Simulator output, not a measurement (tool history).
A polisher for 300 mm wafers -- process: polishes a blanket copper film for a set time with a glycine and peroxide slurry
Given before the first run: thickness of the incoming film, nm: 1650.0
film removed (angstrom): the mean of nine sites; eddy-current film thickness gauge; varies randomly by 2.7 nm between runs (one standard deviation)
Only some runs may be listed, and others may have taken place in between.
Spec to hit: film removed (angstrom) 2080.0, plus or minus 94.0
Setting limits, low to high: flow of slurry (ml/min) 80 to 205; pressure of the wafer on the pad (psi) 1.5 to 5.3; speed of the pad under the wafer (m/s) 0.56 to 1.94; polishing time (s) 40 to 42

run	day	flow of slurry (ml/min)	pressure of the wafer on the pad (psi)	speed of the pad under the wafer (m/s)	polishing time (s)	film removed (angstrom)
1	0.000	135	3.4	1.24	40	3747.5
2	0.283	135	3.4	1.24	40	3727.3
3	0.367	115	3.4	1.24	40	3588.2
4	0.438	115	3.4	1.24	42	3745.3
5	0.483	115	3.4	1.56	42	4561.3
6	0.517	115	3.2	1.52	42	4322.1
7	0.779	115	3.2	1.52	42	4293.3
8	0.992	115	3.2	1.52	42	4421.3
9	1.033	115	3.0	1.44	42	3976.1
10	1.154	115	2.8	1.38	42	3722.0
11	1.325	115	2.7	1.32	42	3466.4
12	1.458	115	2.6	1.28	42	3242.3

Which single option among these 5 for the next run brings every result within its allowed miss of target? Just one does.
A	1.592	115	2.8	1.60	40	?
B	1.592	150	1.5	1.24	40	?
C	1.592	180	2.7	0.70	40	?
D	1.592	135	4.0	1.86	42	?
E	1.592	90	2.0	1.16	40	?

move	film removed (angstrom)
A	3934.8
B	2329.4
C	2090.7
D	6333.1
E	2257.6
A: moves away from the targets compared with the last run
B: nearer than the last run, and not there yet
C: every result lands within tolerance
D: moves away from the targets compared with the last run
E: nearer than the last run, and not there yet
So the answer is move C, the one that meets all the targets.
